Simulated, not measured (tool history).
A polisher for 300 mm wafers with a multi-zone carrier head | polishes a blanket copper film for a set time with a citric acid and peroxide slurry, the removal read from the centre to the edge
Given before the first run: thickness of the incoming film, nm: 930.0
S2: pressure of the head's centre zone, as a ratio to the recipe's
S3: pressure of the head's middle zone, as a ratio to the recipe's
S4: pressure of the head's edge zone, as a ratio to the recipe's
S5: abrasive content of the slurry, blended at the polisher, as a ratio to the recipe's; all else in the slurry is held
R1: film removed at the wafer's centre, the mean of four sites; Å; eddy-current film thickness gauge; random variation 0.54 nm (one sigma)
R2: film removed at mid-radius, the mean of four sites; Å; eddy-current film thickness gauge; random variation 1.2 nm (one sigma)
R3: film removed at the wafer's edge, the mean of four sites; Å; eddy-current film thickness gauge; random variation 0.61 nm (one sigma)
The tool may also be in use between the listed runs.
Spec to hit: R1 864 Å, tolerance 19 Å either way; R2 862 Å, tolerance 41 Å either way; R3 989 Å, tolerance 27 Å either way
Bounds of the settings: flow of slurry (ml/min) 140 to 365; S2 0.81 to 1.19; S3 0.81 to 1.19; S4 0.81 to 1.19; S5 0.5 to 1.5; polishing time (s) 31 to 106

run 1 hour=0 | flow_of_slurry_(ml/min)=235 S2=1 S3=1 S4=1 S5=1 polishing_time_(s)=68 | R1=1227.3 R2=1230.2 R3=1241.8
run 2 hour=1.2 | flow_of_slurry_(ml/min)=185 S2=1 S3=1 S4=1 S5=1 polishing_time_(s)=68 | R1=1208.4 R2=1196.8 R3=1226.1
run 3 hour=5.5 | flow_of_slurry_(ml/min)=180 S2=0.97 S3=0.96 S4=0.98 S5=0.9 polishing_time_(s)=67 | R1=1126.2 R2=1118.8 R3=1159.2
run 4 hour=10.7 | flow_of_slurry_(ml/min)=140 S2=0.97 S3=0.96 S4=0.98 S5=0.9 polishing_time_(s)=67 | R1=1084.7 R2=1056.3 R3=1133.6
run 5 hour=13.1 | flow_of_slurry_(ml/min)=140 S2=0.97 S3=0.96 S4=0.98 S5=0.9 polishing_time_(s)=67 | R1=1085.5 R2=1083.3 R3=1127.8
run 6 hour=17.3 | flow_of_slurry_(ml/min)=140 S2=0.97 S3=0.96 S4=1.01 S5=0.9 polishing_time_(s)=67 | R1=1066.6 R2=1075.5 R3=1150.1
run 7 hour=20.2 | flow_of_slurry_(ml/min)=140 S2=0.95 S3=0.93 S4=1 S5=0.8 polishing_time_(s)=67 | R1=1015.8 R2=1029.9 R3=1104.3
run 8 hour=23.8 | flow_of_slurry_(ml/min)=140 S2=0.94 S3=0.9 S4=1 S5=0.75 polishing_time_(s)=66 | R1=976.96 R2=951.09 R3=1055.4
run 9 hour=28 | flow_of_slurry_(ml/min)=140 S2=0.92 S3=0.88 S4=0.99 S5=0.75 polishing_time_(s)=66 | R1=951.83 R2=946.83 R3=1055.2
run 10 hour=32.8 | flow_of_slurry_(ml/min)=140 S2=0.91 S3=0.87 S4=0.98 S5=0.7 polishing_time_(s)=66 | R1=923.35 R2=918.73 R3=1027.3

Consider the 4 candidate settings below. Which is the only one whose results all fall within their allowed miss of target?
run A hour=37.6 | flow_of_slurry_(ml/min)=180 S2=0.94 S3=0.91 S4=0.95 S5=0.75 polishing_time_(s)=67 | R1=? R2=? R3=?
run B hour=37.6 | flow_of_slurry_(ml/min)=140 S2=0.82 S3=0.81 S4=1.06 S5=0.75 polishing_time_(s)=65 | R1=? R2=? R3=?
run C hour=37.6 | flow_of_slurry_(ml/min)=140 S2=0.89 S3=0.86 S4=1 S5=0.8 polishing_time_(s)=60 | R1=? R2=? R3=?
run D hour=37.6 | flow_of_slurry_(ml/min)=200 S2=0.82 S3=1.01 S4=0.93 S5=0.75 polishing_time_(s)=63 | R1=? R2=? R3=?

move=A R1=1024.9 R2=1004.7 R3=1072.3
move=B R1=853.52 R2=862.06 R3=1076.6
move=C R1=865.72 R2=853.6 R3=986.05
move=D R1=864.57 R2=1042.8 R3=1004.9
A: the biggest miss grows against the last run
B: gets the furthest-off result to its target, but another result is out of tolerance
C: every result within its allowed miss
D: gets the furthest-off result to its target, but another result is out of tolerance
Answer: C

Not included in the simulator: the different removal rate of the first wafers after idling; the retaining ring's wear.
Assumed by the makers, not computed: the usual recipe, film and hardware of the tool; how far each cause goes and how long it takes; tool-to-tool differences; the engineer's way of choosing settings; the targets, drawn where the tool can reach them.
